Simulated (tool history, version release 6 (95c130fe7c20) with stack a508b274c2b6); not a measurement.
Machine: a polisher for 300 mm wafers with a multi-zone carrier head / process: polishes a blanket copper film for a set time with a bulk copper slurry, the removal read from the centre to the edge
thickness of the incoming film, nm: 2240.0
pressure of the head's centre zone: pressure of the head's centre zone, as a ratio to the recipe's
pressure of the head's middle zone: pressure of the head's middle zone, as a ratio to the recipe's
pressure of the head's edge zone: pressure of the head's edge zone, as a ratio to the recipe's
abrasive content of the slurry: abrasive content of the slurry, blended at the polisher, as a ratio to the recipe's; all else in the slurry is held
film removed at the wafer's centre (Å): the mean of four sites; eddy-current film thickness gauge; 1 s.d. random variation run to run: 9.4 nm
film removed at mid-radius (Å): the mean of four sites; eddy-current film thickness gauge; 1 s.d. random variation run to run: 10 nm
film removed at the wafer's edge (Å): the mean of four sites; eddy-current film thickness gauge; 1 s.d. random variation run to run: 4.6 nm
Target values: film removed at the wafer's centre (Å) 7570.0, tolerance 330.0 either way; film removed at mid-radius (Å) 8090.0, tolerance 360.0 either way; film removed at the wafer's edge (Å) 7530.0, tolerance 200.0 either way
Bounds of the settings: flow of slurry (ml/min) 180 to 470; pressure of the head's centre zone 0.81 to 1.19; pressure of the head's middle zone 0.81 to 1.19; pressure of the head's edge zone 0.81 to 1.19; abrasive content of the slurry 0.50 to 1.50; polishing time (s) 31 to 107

run    day  flow of slurry (ml/min)  pressure of the head's centre zone  pressure of the head's middle zone  pressure of the head's edge zone  abrasive content of the slurry  polishing time (s)  film removed at the wafer's centre (Å)  film removed at mid-radius (Å)  film removed at the wafer's edge (Å)
  1  0.000                      300                                1.00                                1.00                              1.00                            1.00                  69                                  6145.8                          6026.9                                5699.2
  2  0.367                      300                                0.96                                1.00                              1.00                            1.00                  69                                  5982.7                          5985.4                                5644.8
  3  0.450                      300                                0.96                                0.94                              1.00                            1.00                  69                                  5806.0                          5777.0                                5635.0
  4  0.600                      305                                0.96                                0.98                              1.03                            1.10                  71                                  6067.7                          6328.3                                5984.4
  5  0.858                      305                                0.96                                0.98                              0.99                            1.10                  71                                  6161.0                          6259.6                                5948.9
  6  0.946                      305                                0.96                                0.98                              0.99                            1.10                  54                                  4673.2                          4735.1                                4497.9
  7  1.025                      305                                0.97                                0.99                              1.02                            1.20                  60                                  5291.7                          5317.9                                5151.4
  8  1.367                      310                                0.98                                1.02                              1.04                            1.25                  64                                  5856.2                          5935.5                                5584.1
     1.396  -- edge zone pressure recalibrated
  9  1.396                      310                                0.98                                1.03                              1.06                            1.30                  67                                  6203.6                          6222.5                                6294.0
 10  1.717                      310                                0.98                                1.03                              1.06                            1.30                  67                                  6120.1                          6326.8                                6205.9
 11  1.904                      320                                0.99                                1.07                              1.07                            1.35                  68                                  6257.6                          6721.1                                6415.2
 12  2.038                      325                                1.02                                1.10                              1.09                            1.40                  69                                  6696.6                          7028.9                                6600.8
 13  2.067                      330                                1.03                                1.12                              1.11                            1.40                  70                                  6818.2                          7189.2                                6761.0
 14  2.383                      330                                1.04                                1.13                              1.12                            1.40                  71                                  7187.8                          7468.5                                6932.5
 15  2.533                      330                                1.04                                1.14                              1.13                            1.40                  71                                  7054.0                          7544.3                                6962.1

Next run, 4 choices. One meets every target within its allowed miss, the rest don't. Which?
  A  2.683                      330                                0.92                                1.19                              1.07                            1.25                  76                                       ?                               ?                                     ?
  B  2.683                      330                                1.00                                1.12                              1.11                            1.45                  67                                       ?                               ?                                     ?
  C  2.683                      340                                1.18                                1.17                              1.03                            1.25                  69                                       ?                               ?                                     ?
  D  2.683                      315                                1.04                                1.15                              1.14                            1.35                  77                                       ?                               ?                                     ?

move  film removed at the wafer's centre (Å)  film removed at mid-radius (Å)  film removed at the wafer's edge (Å)
   A                                  6491.0                          8208.7                                7063.2
   B                                  6395.1                          7056.9                                6526.6
   C                                  7594.8                          7355.1                                6308.1
   D                                  7507.7                          8146.8                                7473.3
A: misses by more than the last run did
B: misses by more than the last run did
C: misses by more than the last run did
D: hits every target within its allowed miss
Correct choice: D, which meets every target

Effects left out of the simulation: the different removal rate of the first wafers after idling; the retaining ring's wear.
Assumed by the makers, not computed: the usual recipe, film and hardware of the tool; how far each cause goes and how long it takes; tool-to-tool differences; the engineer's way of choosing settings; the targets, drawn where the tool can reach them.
